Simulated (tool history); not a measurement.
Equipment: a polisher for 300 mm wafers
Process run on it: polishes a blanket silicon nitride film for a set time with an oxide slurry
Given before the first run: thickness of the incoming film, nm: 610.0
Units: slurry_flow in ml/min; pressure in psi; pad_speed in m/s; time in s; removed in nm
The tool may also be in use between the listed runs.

run 1 day=0 | slurry_flow=285 pressure=4.9 pad_speed=1.32 slurry_solids=1 time=68 | removed=70.021
run 2 day=0.225 | slurry_flow=285 pressure=4.5 pad_speed=1.32 slurry_solids=1 time=68 | removed=64.073
run 3 day=0.371 | slurry_flow=285 pressure=4.5 pad_speed=1.32 slurry_solids=1 time=68 | removed=64.571
run 4 day=0.612 | slurry_flow=285 pressure=4.2 pad_speed=1.32 slurry_solids=1 time=68 | removed=59.816
run 5 day=0.888 | slurry_flow=285 pressure=4.2 pad_speed=1.32 slurry_solids=1 time=68 | removed=60.411
run 6 day=1.042 | slurry_flow=285 pressure=3.9 pad_speed=1.32 slurry_solids=1 time=68 | removed=56.194
run 7 day=1.083 | slurry_flow=285 pressure=3.7 pad_speed=1.32 slurry_solids=1 time=68 | removed=53.405

What does the tool deliver on the next run?
run 8 day=1.321 | slurry_flow=285 pressure=3.5 pad_speed=1.32 slurry_solids=1 time=68 | removed=?

removed: 50.534 nm
